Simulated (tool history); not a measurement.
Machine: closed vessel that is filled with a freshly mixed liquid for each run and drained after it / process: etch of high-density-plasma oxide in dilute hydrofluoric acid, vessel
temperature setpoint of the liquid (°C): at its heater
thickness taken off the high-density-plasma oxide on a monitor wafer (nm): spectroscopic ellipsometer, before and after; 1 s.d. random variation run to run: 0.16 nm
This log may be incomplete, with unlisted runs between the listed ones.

run	hour	temperature setpoint of the liquid (°C)	parts of water to one part of 49 % hydrofluoric acid (parts by volume)	time in the liquid (s)	thickness taken off the high-density-plasma oxide on a monitor wafer (nm)
1	0.0	25.0	170	2395	62.571
2	3.2	24.0	180	2395	56.711
3	7.9	24.0	180	2580	61.131
4	10.0	24.0	225	2580	46.475
5	18.0	23.0	230	2580	43.700
6	21.0	25.5	230	2580	47.990
7	24.8	24.5	235	2580	44.503
8	31.5	23.5	235	2580	43.133

Run 9 is up next; what results do you expect?
9	37.4	22.5	240	2580	?

{"run 9": {"thickness taken off the high-density-plasma oxide on a monitor wafer (nm)": 40.73}}

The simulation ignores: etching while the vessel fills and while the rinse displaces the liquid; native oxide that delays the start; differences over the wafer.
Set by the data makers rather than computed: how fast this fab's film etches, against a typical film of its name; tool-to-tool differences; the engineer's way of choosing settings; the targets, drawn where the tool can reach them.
